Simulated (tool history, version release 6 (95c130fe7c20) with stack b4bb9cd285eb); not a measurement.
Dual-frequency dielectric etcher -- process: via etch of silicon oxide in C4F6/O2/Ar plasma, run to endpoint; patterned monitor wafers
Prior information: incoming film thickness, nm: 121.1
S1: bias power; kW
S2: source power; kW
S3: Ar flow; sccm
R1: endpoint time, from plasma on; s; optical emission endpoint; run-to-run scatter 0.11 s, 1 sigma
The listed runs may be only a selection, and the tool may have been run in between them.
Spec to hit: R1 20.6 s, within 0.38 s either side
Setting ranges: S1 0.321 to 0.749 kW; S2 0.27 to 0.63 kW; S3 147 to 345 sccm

{"run": 1, "day": 0.0, "S1": 0.535, "S2": 0.45, "S3": 246, "R1": 22.939}
{"run": 2, "day": 0.067, "S1": 0.535, "S2": 0.45, "S3": 203, "R1": 22.629}
{"run": 3, "day": 0.254, "S1": 0.491, "S2": 0.45, "S3": 203, "R1": 23.876}
{"run": 4, "day": 0.475, "S1": 0.531, "S2": 0.45, "S3": 203, "R1": 22.928}
{"run": 5, "day": 0.554, "S1": 0.531, "S2": 0.38, "S3": 203, "R1": 24.074}
{"run": 6, "day": 0.625, "S1": 0.531, "S2": 0.38, "S3": 232, "R1": 24.414}
{"run": 7, "day": 0.925, "S1": 0.583, "S2": 0.39, "S3": 231, "R1": 22.688}
{"run": 8, "day": 1.208, "S1": 0.608, "S2": 0.39, "S3": 231, "R1": 22.556}
{"run": 9, "day": 1.517, "S1": 0.638, "S2": 0.39, "S3": 231, "R1": 21.944}

Below are 5 possible settings for the next run. Only one of them brings all results inside the allowed miss of their targets. Which is it?
{"run": "A", "day": 1.825, "S1": 0.658, "S2": 0.39, "S3": 226, "R1": "?"}
{"run": "B", "day": 1.825, "S1": 0.686, "S2": 0.38, "S3": 221, "R1": "?"}
{"run": "C", "day": 1.825, "S1": 0.651, "S2": 0.43, "S3": 204, "R1": "?"}
{"run": "D", "day": 1.825, "S1": 0.719, "S2": 0.35, "S3": 225, "R1": "?"}
{"run": "E", "day": 1.825, "S1": 0.595, "S2": 0.45, "S3": 207, "R1": "?"}

move=A R1=21.597
move=B R1=21.283
move=C R1=20.722
move=D R1=21.458
move=E R1=21.419
A: nearer the targets than the last run, but a result is still out of spec
B: nearer the targets than the last run, but a result is still out of spec
C: every result lands within tolerance
D: nearer the targets than the last run, but a result is still out of spec
E: nearer the targets than the last run, but a result is still out of spec
Correct choice: C, which meets every target
